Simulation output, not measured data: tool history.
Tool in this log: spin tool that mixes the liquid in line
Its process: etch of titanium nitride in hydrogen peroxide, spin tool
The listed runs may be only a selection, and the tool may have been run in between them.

run,hour,temperature setpoint of the liquid (K),concentration of hydrogen peroxide in the mixed liquid (% by weight),time under the liquid (s),thickness taken off the titanium nitride on a monitor wafer (nm)
1,0.0,320.15,25.5,300,7.2235
2,8.0,320.65,25.5,300,7.4831
3,17.0,314.65,25.5,300,4.7929
4,23.1,314.65,21.5,300,4.6329
5,31.6,317.15,21.5,300,5.5980
6,36.6,319.15,21.5,300,6.4593
7,44.9,320.15,21.5,300,7.0086
8,47.8,321.15,21.5,300,7.5362
9,53.3,321.65,21.5,300,7.7773

Run 10 has not been measured yet. What should we expect?
10,58.4,321.65,21.5,300,?

{"run 10": {"thickness taken off the titanium nitride on a monitor wafer (nm)": 7.872}}

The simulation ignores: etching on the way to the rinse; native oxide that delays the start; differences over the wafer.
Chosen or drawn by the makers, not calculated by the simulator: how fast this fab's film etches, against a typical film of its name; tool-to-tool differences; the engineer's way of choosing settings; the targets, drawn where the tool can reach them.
